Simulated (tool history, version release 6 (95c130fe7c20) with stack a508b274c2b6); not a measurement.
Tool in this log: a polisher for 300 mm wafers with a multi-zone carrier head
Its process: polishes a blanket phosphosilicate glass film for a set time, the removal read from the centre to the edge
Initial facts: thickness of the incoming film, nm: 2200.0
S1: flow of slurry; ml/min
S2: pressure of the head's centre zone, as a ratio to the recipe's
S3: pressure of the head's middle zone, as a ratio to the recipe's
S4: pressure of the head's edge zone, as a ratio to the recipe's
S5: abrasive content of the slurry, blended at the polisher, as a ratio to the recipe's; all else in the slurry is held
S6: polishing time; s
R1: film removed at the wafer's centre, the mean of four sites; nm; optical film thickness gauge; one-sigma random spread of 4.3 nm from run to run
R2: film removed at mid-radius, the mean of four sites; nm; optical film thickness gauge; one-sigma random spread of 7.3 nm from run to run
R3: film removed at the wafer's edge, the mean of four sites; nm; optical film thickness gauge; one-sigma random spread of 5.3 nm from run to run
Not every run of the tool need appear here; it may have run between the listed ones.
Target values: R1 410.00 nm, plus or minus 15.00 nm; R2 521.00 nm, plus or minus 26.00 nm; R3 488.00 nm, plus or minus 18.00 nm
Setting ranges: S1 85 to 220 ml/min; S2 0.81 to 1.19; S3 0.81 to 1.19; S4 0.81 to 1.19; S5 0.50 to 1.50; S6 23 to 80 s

| run | hour | S1 | S2 | S3 | S4 | S5 | S6 | R1 | R2 | R3 |
|---|---|---|---|---|---|---|---|---|---|---|
| 1 | 0.0 | 140 | 1.00 | 1.00 | 1.00 | 1.00 | 51 | 572.46 | 591.25 | 582.97 |
| 2 | 5.4 | 140 | 1.05 | 1.00 | 1.00 | 1.00 | 51 | 609.71 | 603.00 | 570.71 |
| 3 | 10.5 | 105 | 1.05 | 1.00 | 1.00 | 1.00 | 51 | 567.91 | 573.60 | 570.02 |
| 4 | 13.0 | 105 | 1.00 | 1.02 | 0.98 | 0.90 | 51 | 514.95 | 567.12 | 530.53 |
| 5 | 19.6 | 105 | 1.00 | 1.02 | 0.98 | 0.75 | 51 | 487.12 | 514.84 | 498.86 |
| 6 | 23.1 | 100 | 0.97 | 1.03 | 0.98 | 0.75 | 51 | 461.70 | 528.84 | 494.79 |
| 7 | 28.6 | 95 | 0.95 | 1.03 | 0.98 | 0.75 | 51 | 445.70 | 512.19 | 483.64 |
| 8 | 30.4 | 90 | 0.93 | 1.04 | 1.00 | 0.75 | 51 | 436.47 | 527.61 | 490.26 |
| 9 | 35.3 | 90 | 0.92 | 1.04 | 1.01 | 0.75 | 51 | 428.84 | 499.87 | 487.98 |
| 10 | 35.8 | 90 | 0.91 | 1.05 | 1.01 | 0.75 | 51 | 417.43 | 518.95 | 489.46 |

Exercise: of the 5 proposed moves below, exactly one satisfies all targets within the stated allowed misses. Which move is it?
| A | 36.3 | 85 | 0.98 | 1.02 | 1.16 | 0.90 | 45 | ? | ? | ? |
| B | 36.3 | 85 | 0.94 | 0.98 | 1.06 | 0.50 | 58 | ? | ? | ? |
| C | 36.3 | 105 | 0.84 | 1.02 | 0.93 | 1.05 | 45 | ? | ? | ? |
| D | 36.3 | 85 | 0.83 | 1.05 | 1.04 | 0.70 | 51 | ? | ? | ? |
| E | 36.3 | 95 | 0.91 | 0.98 | 1.06 | 0.65 | 53 | ? | ? | ? |

| move | R1 | R2 | R3 |
|---|---|---|---|
| A | 430.43 | 476.93 | 499.65 |
| B | 423.84 | 473.82 | 490.54 |
| C | 406.67 | 524.13 | 486.29 |
| D | 374.99 | 503.91 | 486.75 |
| E | 424.73 | 489.24 | 503.26 |
A: moves away from the targets compared with the last run
B: puts the biggest miss on target and leaves a different result outside tolerance
C: hits every target within its allowed miss
D: moves the result that the last run missed by most past its target, out the other side
E: puts the biggest miss on target and leaves a different result outside tolerance
Go with C: it meets all targets.
